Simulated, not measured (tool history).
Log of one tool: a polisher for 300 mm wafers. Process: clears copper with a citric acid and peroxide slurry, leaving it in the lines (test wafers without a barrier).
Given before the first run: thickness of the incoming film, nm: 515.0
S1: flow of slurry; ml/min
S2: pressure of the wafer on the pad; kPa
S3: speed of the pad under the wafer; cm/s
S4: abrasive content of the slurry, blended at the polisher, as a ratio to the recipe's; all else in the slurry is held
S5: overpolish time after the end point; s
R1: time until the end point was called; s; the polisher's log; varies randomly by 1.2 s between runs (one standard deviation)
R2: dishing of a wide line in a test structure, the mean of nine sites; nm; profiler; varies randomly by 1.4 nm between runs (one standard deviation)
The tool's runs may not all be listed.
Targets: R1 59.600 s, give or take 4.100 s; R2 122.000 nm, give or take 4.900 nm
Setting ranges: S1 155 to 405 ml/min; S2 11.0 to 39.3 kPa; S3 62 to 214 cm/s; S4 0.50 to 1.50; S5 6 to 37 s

run 1 hour=0.0 | S1=260 S2=24.8 S3=138 S4=1.00 S5=19 | R1=115.780 R2=54.500
run 2 hour=1.3 | S1=260 S2=24.8 S3=138 S4=1.00 S5=15 | R1=117.610 R2=44.901
run 3 hour=7.1 | S1=260 S2=24.8 S3=150 S4=1.00 S5=15 | R1=106.850 R2=47.602
run 4 hour=15.4 | S1=260 S2=25.5 S3=154 S4=1.00 S5=16 | R1=97.200 R2=52.960
run 5 hour=19.4 | S1=260 S2=26.2 S3=156 S4=1.00 S5=17 | R1=97.130 R2=56.044
run 6 hour=20.8 | S1=260 S2=26.9 S3=160 S4=1.00 S5=18 | R1=90.628 R2=60.647
run 7 hour=28.8 | S1=260 S2=26.9 S3=160 S4=1.00 S5=18 | R1=94.403 R2=61.102
run 8 hour=35.4 | S1=260 S2=27.6 S3=164 S4=1.00 S5=19 | R1=92.172 R2=67.633
run 9 hour=38.7 | S1=260 S2=29.0 S3=166 S4=1.00 S5=19 | R1=85.517 R2=68.047
run 10 hour=41.6 | S1=270 S2=31.7 S3=204 S4=1.05 S5=28 | R1=61.869 R2=109.310
run 11 hour=48.9 | S1=270 S2=33.1 S3=202 S4=1.05 S5=29 | R1=58.535 R2=112.770

Which of these 4 next moves meets every target?
run A hour=56.2 | S1=335 S2=38.6 S3=202 S4=1.10 S5=23 | R1=? R2=?
run B hour=56.2 | S1=250 S2=31.0 S3=214 S4=1.10 S5=33 | R1=? R2=?
run C hour=56.2 | S1=355 S2=33.8 S3=214 S4=1.05 S5=26 | R1=? R2=?
run D hour=56.2 | S1=200 S2=31.0 S3=178 S4=1.25 S5=33 | R1=? R2=?

move=A R1=48.155 R2=113.380
move=B R1=57.720 R2=120.970
move=C R1=52.356 R2=114.140
move=D R1=68.093 R2=111.690
A: further off than the last run
B: each result inside its tolerance
C: nearer the targets than the last run, but a result is still out of spec
D: further off than the last run
B is the move that brings every result within its allowed miss.
